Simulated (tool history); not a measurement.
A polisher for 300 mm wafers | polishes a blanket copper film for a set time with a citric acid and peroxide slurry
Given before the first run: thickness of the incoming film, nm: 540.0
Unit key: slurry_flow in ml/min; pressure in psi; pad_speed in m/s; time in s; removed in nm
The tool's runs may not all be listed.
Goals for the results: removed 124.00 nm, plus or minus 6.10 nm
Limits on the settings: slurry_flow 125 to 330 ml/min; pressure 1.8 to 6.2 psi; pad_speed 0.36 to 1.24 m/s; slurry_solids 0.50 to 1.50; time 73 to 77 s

run 1 hour=0.0 | slurry_flow=210 pressure=4.0 pad_speed=0.80 slurry_solids=1.00 time=73 | removed=201.76
run 2 hour=7.6 | slurry_flow=210 pressure=4.0 pad_speed=0.80 slurry_solids=1.00 time=77 | removed=223.22
run 3 hour=10.7 | slurry_flow=210 pressure=3.6 pad_speed=0.80 slurry_solids=1.00 time=77 | removed=196.54
run 4 hour=15.0 | slurry_flow=210 pressure=3.3 pad_speed=0.80 slurry_solids=1.00 time=77 | removed=186.23
run 5 hour=22.7 | slurry_flow=260 pressure=3.3 pad_speed=0.80 slurry_solids=1.00 time=77 | removed=185.88
run 6 hour=24.5 | slurry_flow=260 pressure=3.0 pad_speed=0.80 slurry_solids=1.00 time=77 | removed=165.71
run 7 hour=25.2 | slurry_flow=260 pressure=2.8 pad_speed=0.80 slurry_solids=1.00 time=77 | removed=158.96
run 8 hour=31.0 | slurry_flow=260 pressure=2.7 pad_speed=0.80 slurry_solids=1.00 time=77 | removed=153.98
run 9 hour=36.2 | slurry_flow=260 pressure=2.6 pad_speed=0.80 slurry_solids=1.00 time=77 | removed=146.80
run 10 hour=43.5 | slurry_flow=260 pressure=2.5 pad_speed=0.80 slurry_solids=1.00 time=77 | removed=137.60
run 11 hour=44.9 | slurry_flow=260 pressure=2.3 pad_speed=0.80 slurry_solids=1.00 time=77 | removed=130.43

Next run, 5 choices. One meets every target within its allowed miss, the rest don't. Which?
run A hour=46.3 | slurry_flow=230 pressure=2.2 pad_speed=0.94 slurry_solids=0.95 time=77 | removed=?
run B hour=46.3 | slurry_flow=265 pressure=2.1 pad_speed=0.84 slurry_solids=1.10 time=75 | removed=?
run C hour=46.3 | slurry_flow=315 pressure=2.6 pad_speed=0.84 slurry_solids=0.95 time=73 | removed=?
run D hour=46.3 | slurry_flow=275 pressure=1.9 pad_speed=0.82 slurry_solids=0.90 time=75 | removed=?
run E hour=46.3 | slurry_flow=275 pressure=2.9 pad_speed=0.58 slurry_solids=0.70 time=73 | removed=?

move=A removed=142.51
move=B removed=125.35
move=C removed=147.96
move=D removed=108.01
move=E removed=110.63
A: misses by more than the last run did
B: every result lands within tolerance
C: misses by more than the last run did
D: carries the result that was furthest off beyond its target, to the other side
E: carries the result that was furthest off beyond its target, to the other side
Move B is the one to make.
